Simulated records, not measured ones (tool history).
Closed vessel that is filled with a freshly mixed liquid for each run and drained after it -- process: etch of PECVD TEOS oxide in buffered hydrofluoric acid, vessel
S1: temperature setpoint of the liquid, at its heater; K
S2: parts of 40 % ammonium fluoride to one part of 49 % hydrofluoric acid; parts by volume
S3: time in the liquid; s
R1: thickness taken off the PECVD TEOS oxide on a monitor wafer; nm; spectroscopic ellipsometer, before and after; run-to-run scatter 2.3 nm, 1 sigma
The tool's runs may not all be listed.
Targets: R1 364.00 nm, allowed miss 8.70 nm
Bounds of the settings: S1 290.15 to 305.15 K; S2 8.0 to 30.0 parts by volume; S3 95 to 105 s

run 1 hour=0.0 | S1=297.15 S2=21.5 S3=95 | R1=121.42
run 2 hour=3.7 | S1=297.15 S2=21.5 S3=105 | R1=134.87
run 3 hour=6.3 | S1=297.15 S2=21.5 S3=95 | R1=121.88
run 4 hour=13.0 | S1=297.15 S2=27.0 S3=95 | R1=103.33
run 5 hour=15.9 | S1=297.15 S2=27.0 S3=95 | R1=103.79
run 6 hour=18.0 | S1=298.15 S2=24.0 S3=95 | R1=118.59
run 7 hour=22.6 | S1=299.15 S2=21.5 S3=95 | R1=135.55
run 8 hour=29.6 | S1=303.15 S2=14.5 S3=105 | R1=269.55
run 9 hour=31.8 | S1=305.15 S2=9.0 S3=105 | R1=461.70
run 10 hour=33.4 | S1=304.65 S2=9.0 S3=105 | R1=446.97
run 11 hour=37.2 | S1=304.65 S2=9.0 S3=105 | R1=447.64

Consider the 5 candidate settings below. Which is the only one whose results all fall within their allowed miss of target?
run A hour=41.0 | S1=304.15 S2=11.5 S3=95 | R1=?
run B hour=41.0 | S1=300.65 S2=8.5 S3=100 | R1=?
run C hour=41.0 | S1=305.15 S2=8.0 S3=100 | R1=?
run D hour=41.0 | S1=304.15 S2=10.5 S3=105 | R1=?
run E hour=41.0 | S1=304.15 S2=10.5 S3=95 | R1=?

move=A R1=317.31
move=B R1=361.71
move=C R1=489.12
move=D R1=383.17
move=E R1=346.67
A: takes the result that was furthest off past its target
B: meets every target
C: moves away from the targets compared with the last run
D: an improvement on the last run, though not all results are within tolerance
E: takes the result that was furthest off past its target
Move B is the one to make.

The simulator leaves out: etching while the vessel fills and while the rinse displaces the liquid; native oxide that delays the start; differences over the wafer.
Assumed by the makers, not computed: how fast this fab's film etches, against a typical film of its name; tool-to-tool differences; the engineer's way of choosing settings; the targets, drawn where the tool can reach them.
